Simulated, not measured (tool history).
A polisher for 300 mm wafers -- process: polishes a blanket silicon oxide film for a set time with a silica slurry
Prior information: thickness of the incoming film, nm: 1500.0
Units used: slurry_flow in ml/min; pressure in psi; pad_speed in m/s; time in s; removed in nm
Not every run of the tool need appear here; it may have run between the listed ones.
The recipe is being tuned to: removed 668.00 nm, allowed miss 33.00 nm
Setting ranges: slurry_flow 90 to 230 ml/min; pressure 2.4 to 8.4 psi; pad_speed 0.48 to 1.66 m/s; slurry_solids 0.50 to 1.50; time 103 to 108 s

{"run": 1, "hour": 0.0, "slurry_flow": 150, "pressure": 5.4, "pad_speed": 1.06, "slurry_solids": 1.0, "time": 103, "removed": 374.59}
{"run": 2, "hour": 8.9, "slurry_flow": 165, "pressure": 5.4, "pad_speed": 1.06, "slurry_solids": 1.0, "time": 103, "removed": 374.44}
{"run": 3, "hour": 9.5, "slurry_flow": 165, "pressure": 5.8, "pad_speed": 1.06, "slurry_solids": 1.0, "time": 103, "removed": 389.8}
{"run": 4, "hour": 15.5, "slurry_flow": 165, "pressure": 5.8, "pad_speed": 1.24, "slurry_solids": 1.0, "time": 103, "removed": 432.46}
{"run": 5, "hour": 16.7, "slurry_flow": 165, "pressure": 5.8, "pad_speed": 1.48, "slurry_solids": 1.0, "time": 103, "removed": 467.73}
{"run": 6, "hour": 21.6, "slurry_flow": 180, "pressure": 5.8, "pad_speed": 1.48, "slurry_solids": 1.0, "time": 103, "removed": 480.92}
{"run": 7, "hour": 25.4, "slurry_flow": 180, "pressure": 6.0, "pad_speed": 1.48, "slurry_solids": 1.0, "time": 103, "removed": 490.8}
{"run": 8, "hour": 25.9, "slurry_flow": 180, "pressure": 6.2, "pad_speed": 1.48, "slurry_solids": 1.0, "time": 103, "removed": 489.68}
{"run": 9, "hour": 32.9, "slurry_flow": 185, "pressure": 7.7, "pad_speed": 1.54, "slurry_solids": 1.0, "time": 103, "removed": 613.56}
{"run": 10, "hour": 39.1, "slurry_flow": 185, "pressure": 7.8, "pad_speed": 1.54, "slurry_solids": 1.0, "time": 103, "removed": 598.18}
{"run": 11, "hour": 47.1, "slurry_flow": 185, "pressure": 7.9, "pad_speed": 1.56, "slurry_solids": 1.0, "time": 103, "removed": 612.04}
{"run": 12, "hour": 49.2, "slurry_flow": 185, "pressure": 8.0, "pad_speed": 1.56, "slurry_solids": 1.0, "time": 103, "removed": 621.11}

Of the 4 settings listed for the next run, only one would bring every result within its allowed miss of target. Which one?
{"run": "A", "hour": 51.3, "slurry_flow": 165, "pressure": 7.3, "pad_speed": 1.5, "slurry_solids": 0.95, "time": 107, "removed": "?"}
{"run": "B", "hour": 51.3, "slurry_flow": 180, "pressure": 7.9, "pad_speed": 1.48, "slurry_solids": 0.95, "time": 103, "removed": "?"}
{"run": "C", "hour": 51.3, "slurry_flow": 200, "pressure": 7.7, "pad_speed": 1.54, "slurry_solids": 1.05, "time": 108, "removed": "?"}
{"run": "D", "hour": 51.3, "slurry_flow": 170, "pressure": 7.2, "pad_speed": 1.6, "slurry_solids": 0.95, "time": 108, "removed": "?"}

move=A removed=546.08
move=B removed=561.75
move=C removed=641.30
move=D removed=567.80
A: its largest miss is bigger than the last run's
B: its largest miss is bigger than the last run's
C: each result inside its tolerance
D: its largest miss is bigger than the last run's
The move that meets every target is C.
